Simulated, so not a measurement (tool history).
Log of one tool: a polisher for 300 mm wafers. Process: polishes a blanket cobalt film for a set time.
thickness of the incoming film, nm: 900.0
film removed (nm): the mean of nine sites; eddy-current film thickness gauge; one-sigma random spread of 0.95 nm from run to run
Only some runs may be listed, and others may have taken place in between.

| run | hour | flow of slurry (ml/min) | pressure of the wafer on the pad (kPa) | speed of the pad under the wafer (cm/s) | polishing time (s) | film removed (nm) |
|---|---|---|---|---|---|---|
| 1 | 0 | 180 | 11 | 116 | 35 | 153.69 |
| 2 | 6.4 | 180 | 11 | 104 | 35 | 140.21 |
| 3 | 15 | 175 | 11 | 104 | 35 | 135.87 |
| 4 | 19.1 | 175 | 12.4 | 104 | 35 | 154.94 |
| 5 | 23.3 | 175 | 15.2 | 104 | 35 | 188.62 |
| 6 | 31.5 | 175 | 15.2 | 104 | 31 | 166.2 |
| 7 | 39.9 | 170 | 14.5 | 104 | 31 | 159.15 |
| 8 | 42.9 | 160 | 13.8 | 104 | 31 | 150.14 |

Forecast run 9:
| 9 | 46 | 160 | 13.8 | 104 | 31 | ? |

film removed (nm): 149.39
